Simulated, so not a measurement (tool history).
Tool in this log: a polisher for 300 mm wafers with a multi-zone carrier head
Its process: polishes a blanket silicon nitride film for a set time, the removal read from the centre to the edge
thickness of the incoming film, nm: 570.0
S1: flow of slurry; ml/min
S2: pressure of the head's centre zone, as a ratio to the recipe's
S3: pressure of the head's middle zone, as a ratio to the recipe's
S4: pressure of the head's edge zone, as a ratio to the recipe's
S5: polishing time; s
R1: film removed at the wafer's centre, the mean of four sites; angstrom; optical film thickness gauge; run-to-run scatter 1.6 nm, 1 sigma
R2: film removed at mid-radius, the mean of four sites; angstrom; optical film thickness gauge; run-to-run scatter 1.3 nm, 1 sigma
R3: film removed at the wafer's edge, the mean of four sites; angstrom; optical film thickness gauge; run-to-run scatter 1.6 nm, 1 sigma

| run | hour | S1 | S2 | S3 | S4 | S5 | R1 | R2 | R3 |
|---|---|---|---|---|---|---|---|---|---|
| 1 | 0 | 155 | 1 | 1 | 1 | 71 | 1816 | 1730.7 | 1787.4 |
| 2 | 3.4 | 150 | 1.02 | 0.97 | 0.97 | 65 | 1690.2 | 1583.8 | 1587.7 |
| 3 | 4.7 | 150 | 1.02 | 0.97 | 0.97 | 52 | 1352.6 | 1286.9 | 1291.7 |
| 4 | 8.8 | 150 | 1.02 | 0.97 | 0.89 | 52 | 1325.8 | 1264.3 | 1228.6 |
| 5 | 13.9 | 150 | 1.1 | 0.97 | 0.89 | 52 | 1441.8 | 1256.1 | 1238.6 |
| 6 | 16.6 | 150 | 1.1 | 0.97 | 0.89 | 41 | 1109.1 | 991.75 | 960.01 |
| 7 | 19.7 | 155 | 1.11 | 0.94 | 0.91 | 43 | 1222.3 | 1028.1 | 1036.7 |
| 8 | 22.7 | 160 | 1.11 | 0.93 | 0.93 | 44 | 1228.1 | 1040.5 | 1048.6 |

Expected results for the next run?
| 9 | 30.7 | 155 | 1.12 | 0.91 | 0.95 | 45 | ? | ? | ? |

R1: 1316.5 angstrom
R2: 1021.7 angstrom
R3: 1126.8 angstrom

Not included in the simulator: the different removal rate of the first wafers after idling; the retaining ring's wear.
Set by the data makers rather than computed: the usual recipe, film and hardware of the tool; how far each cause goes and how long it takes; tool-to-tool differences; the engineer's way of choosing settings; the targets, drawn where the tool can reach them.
